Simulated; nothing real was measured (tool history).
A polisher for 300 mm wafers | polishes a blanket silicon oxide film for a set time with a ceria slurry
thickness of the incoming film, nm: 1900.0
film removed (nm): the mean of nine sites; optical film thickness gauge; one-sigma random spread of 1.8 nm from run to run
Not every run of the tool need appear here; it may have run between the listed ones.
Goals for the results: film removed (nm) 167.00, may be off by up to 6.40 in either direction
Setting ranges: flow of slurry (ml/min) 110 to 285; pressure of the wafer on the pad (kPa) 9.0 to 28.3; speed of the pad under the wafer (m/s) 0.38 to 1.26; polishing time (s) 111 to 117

run	hour	flow of slurry (ml/min)	pressure of the wafer on the pad (kPa)	speed of the pad under the wafer (m/s)	polishing time (s)	film removed (nm)
1	0.0	180	18.6	0.82	111	284.88
2	2.6	180	17.2	0.82	111	266.96
3	11.0	180	20.7	0.82	111	307.81
4	14.2	180	20.7	0.82	111	309.87
5	17.4	180	20.7	0.96	111	361.64
6	25.9	180	19.3	0.94	111	337.46
7	27.9	180	17.9	0.92	111	305.84
8	36.0	180	17.2	0.90	111	286.01
9	36.7	180	16.5	0.88	111	275.29
10	45.1	180	15.9	0.86	111	256.42
11	53.3	180	15.2	0.86	111	250.50
12	55.0	170	10.3	0.78	111	158.69

Below are 5 possible settings for the next run. Only one of them brings all results inside the allowed miss of their targets. Which is it?
A	56.7	180	10.3	0.78	113	?
B	56.7	155	11.7	0.82	112	?
C	56.7	195	10.3	0.88	111	?
D	56.7	230	9.7	0.74	111	?
E	56.7	180	11.0	0.80	113	?

move	film removed (nm)
A	162.17
B	182.56
C	181.41
D	148.44
E	175.40
A: meets every target
B: takes the result that was furthest off past its target
C: takes the result that was furthest off past its target
D: its largest miss is bigger than the last run's
E: takes the result that was furthest off past its target
Move A is the one to make.

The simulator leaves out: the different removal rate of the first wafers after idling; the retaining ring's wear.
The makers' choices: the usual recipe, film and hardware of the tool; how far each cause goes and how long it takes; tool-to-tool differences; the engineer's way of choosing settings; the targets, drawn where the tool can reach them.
